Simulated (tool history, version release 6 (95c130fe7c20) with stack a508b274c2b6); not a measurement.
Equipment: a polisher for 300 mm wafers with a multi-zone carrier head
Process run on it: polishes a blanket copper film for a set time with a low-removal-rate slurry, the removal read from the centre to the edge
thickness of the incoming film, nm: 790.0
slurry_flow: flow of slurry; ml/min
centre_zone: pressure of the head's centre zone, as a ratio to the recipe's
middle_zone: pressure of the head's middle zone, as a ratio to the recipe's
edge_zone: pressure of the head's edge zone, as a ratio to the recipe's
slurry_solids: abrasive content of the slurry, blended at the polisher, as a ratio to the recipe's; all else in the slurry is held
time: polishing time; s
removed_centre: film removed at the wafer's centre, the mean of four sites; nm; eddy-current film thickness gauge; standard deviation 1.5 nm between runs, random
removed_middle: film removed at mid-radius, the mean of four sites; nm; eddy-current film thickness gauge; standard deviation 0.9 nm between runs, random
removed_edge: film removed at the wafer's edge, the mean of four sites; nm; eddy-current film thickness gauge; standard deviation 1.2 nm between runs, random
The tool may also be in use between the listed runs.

run    day  slurry_flow  centre_zone  middle_zone  edge_zone  slurry_solids  time  removed_centre  removed_middle  removed_edge
  1      0          300            1            1          1              1    59          130.77          131.47        137.79
  2  0.254          300         1.06            1          1              1    59           132.4          130.46        137.95
  3  0.375          375         1.06            1          1              1    59          138.36          131.97        136.21
  4  0.683          350         1.01         0.98          1           0.85    58          125.59          126.32        132.65
  5  1.004          380         1.01         0.98          1           0.85    58           131.4          127.16        132.21
  6  1.083          350         0.98         0.96       0.99           0.75    57          116.49           119.3        127.69
  7  1.267          340         0.97         0.94       0.96            0.7    57          116.94          115.36        121.44
  8  1.479          325         0.94         0.92       0.96           0.65    57          112.91           110.8        120.64
  9  1.538          315         0.91         0.92       0.96            0.6    57          106.28          108.95        118.91
 10  1.704          305          0.9         0.91       0.96            0.6    57          107.65          106.28        117.36
 11  1.867          300         0.88         0.91       0.96            0.6    57          106.24          107.49        117.92

Run 12, settings as shown, results not yet in. Your forecast:
 12  2.071          295         0.86         0.91       0.96            0.6    57               ?               ?             ?

{"run 12": {"removed_centre": 102.83, "removed_middle": 108.76, "removed_edge": 117.43}}

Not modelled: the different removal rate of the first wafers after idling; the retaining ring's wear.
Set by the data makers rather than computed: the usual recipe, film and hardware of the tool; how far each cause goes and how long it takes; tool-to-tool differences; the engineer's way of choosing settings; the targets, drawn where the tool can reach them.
